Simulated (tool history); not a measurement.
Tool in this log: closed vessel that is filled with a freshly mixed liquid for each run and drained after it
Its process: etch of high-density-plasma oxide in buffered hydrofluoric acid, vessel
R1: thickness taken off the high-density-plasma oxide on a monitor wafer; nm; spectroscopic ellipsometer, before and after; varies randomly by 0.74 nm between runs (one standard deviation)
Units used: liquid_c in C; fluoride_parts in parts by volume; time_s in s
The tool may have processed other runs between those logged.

run 1 hour=0.0 | liquid_c=20.0 fluoride_parts=15.5 time_s=95 | R1=118.87
run 2 hour=8.7 | liquid_c=21.0 fluoride_parts=15.5 time_s=95 | R1=126.95
run 3 hour=16.2 | liquid_c=22.0 fluoride_parts=15.5 time_s=95 | R1=133.36
run 4 hour=19.5 | liquid_c=22.0 fluoride_parts=19.0 time_s=95 | R1=109.51
run 5 hour=26.3 | liquid_c=22.0 fluoride_parts=17.0 time_s=95 | R1=122.34
run 6 hour=28.3 | liquid_c=22.0 fluoride_parts=17.0 time_s=105 | R1=134.97

Run 7 has not been measured yet. What should we expect?
run 7 hour=34.8 | liquid_c=22.5 fluoride_parts=17.0 time_s=105 | R1=?

R1: 139.30 nm
